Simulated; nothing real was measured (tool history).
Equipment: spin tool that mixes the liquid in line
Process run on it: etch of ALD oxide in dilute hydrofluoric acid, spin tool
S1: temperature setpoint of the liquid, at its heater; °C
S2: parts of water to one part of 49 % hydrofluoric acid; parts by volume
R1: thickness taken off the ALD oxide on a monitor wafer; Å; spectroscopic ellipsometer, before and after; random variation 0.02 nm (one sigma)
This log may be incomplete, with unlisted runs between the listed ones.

{"run": 1, "hour": 0.0, "S1": 23, "S2": 260, "time under the liquid (s)": 165, "R1": 63.232}
{"run": 2, "hour": 8.0, "S1": 21, "S2": 260, "time under the liquid (s)": 165, "R1": 58.459}
{"run": 3, "hour": 16.1, "S1": 21, "S2": 260, "time under the liquid (s)": 165, "R1": 59.244}
{"run": 4, "hour": 20.0, "S1": 18, "S2": 260, "time under the liquid (s)": 165, "R1": 52.69}
{"run": 5, "hour": 25.8, "S1": 18, "S2": 340, "time under the liquid (s)": 165, "R1": 37.551}
{"run": 6, "hour": 30.8, "S1": 18, "S2": 340, "time under the liquid (s)": 175, "R1": 40.134}
{"run": 7, "hour": 37.3, "S1": 18, "S2": 345, "time under the liquid (s)": 175, "R1": 39.261}
{"run": 8, "hour": 45.8, "S1": 18, "S2": 350, "time under the liquid (s)": 175, "R1": 38.363}

What does the tool deliver on the next run?
{"run": 9, "hour": 50.2, "S1": 18, "S2": 355, "time under the liquid (s)": 175, "R1": "?"}

R1: 37.875 Å
